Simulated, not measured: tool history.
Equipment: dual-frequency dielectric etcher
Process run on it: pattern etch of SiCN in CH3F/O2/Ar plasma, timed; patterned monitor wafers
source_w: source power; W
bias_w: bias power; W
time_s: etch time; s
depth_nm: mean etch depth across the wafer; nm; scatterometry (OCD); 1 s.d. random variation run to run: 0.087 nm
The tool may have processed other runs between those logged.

run 1 hour=0 | source_w=540 bias_w=64 time_s=52 | depth_nm=20.545
run 2 hour=5.4 | source_w=510 bias_w=63 time_s=52 | depth_nm=19.805
run 3 hour=9.1 | source_w=490 bias_w=63 time_s=52 | depth_nm=19.494
run 4 hour=14.8 | source_w=400 bias_w=63 time_s=52 | depth_nm=18.125
run 5 hour=18.3 | source_w=400 bias_w=63 time_s=54.5 | depth_nm=18.931
run 6 hour=19.8 | source_w=390 bias_w=62 time_s=54.5 | depth_nm=18.595
run 7 hour=21.5 | source_w=380 bias_w=62 time_s=54.5 | depth_nm=18.194
run 8 hour=28.5 | source_w=370 bias_w=62 time_s=54.5 | depth_nm=18.014

The next listed run, before its measurement:
run 9 hour=29.1 | source_w=360 bias_w=62 time_s=54.5 | depth_nm=?

{"run 9": {"depth_nm": 17.984}}
